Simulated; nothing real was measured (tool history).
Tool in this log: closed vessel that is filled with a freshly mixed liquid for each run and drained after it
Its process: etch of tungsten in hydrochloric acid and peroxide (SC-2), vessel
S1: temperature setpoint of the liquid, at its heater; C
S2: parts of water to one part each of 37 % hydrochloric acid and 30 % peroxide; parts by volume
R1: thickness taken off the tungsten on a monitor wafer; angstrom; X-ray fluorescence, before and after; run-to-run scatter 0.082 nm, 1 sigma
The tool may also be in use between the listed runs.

Run 1, hour 0.0: S1 58.0 C, S2 6.5 parts by volume, time in the liquid (s) 55. Result: R1 234.740 angstrom.
Run 2, hour 4.2: S1 58.0 C, S2 5.0 parts by volume, time in the liquid (s) 55. Result: R1 290.380 angstrom.
Run 3, hour 6.8: S1 56.0 C, S2 5.0 parts by volume, time in the liquid (s) 55. Result: R1 253.710 angstrom.
Run 4, hour 8.0: S1 56.0 C, S2 4.0 parts by volume, time in the liquid (s) 55. Result: R1 294.240 angstrom.
Run 5, hour 14.6: S1 53.0 C, S2 4.0 parts by volume, time in the liquid (s) 55. Result: R1 242.380 angstrom.
Run 6, hour 17.2: S1 53.0 C, S2 4.0 parts by volume, time in the liquid (s) 55. Result: R1 243.060 angstrom.
Run 7, hour 26.1: S1 51.5 C, S2 4.5 parts by volume, time in the liquid (s) 55. Result: R1 201.940 angstrom.

Expected results for the next run?
Run 8, hour 28.7: S1 43.5 C, S2 6.0 parts by volume, time in the liquid (s) 55. Result: R1 ?.

Run 8 produced R1 96.337 angstrom.
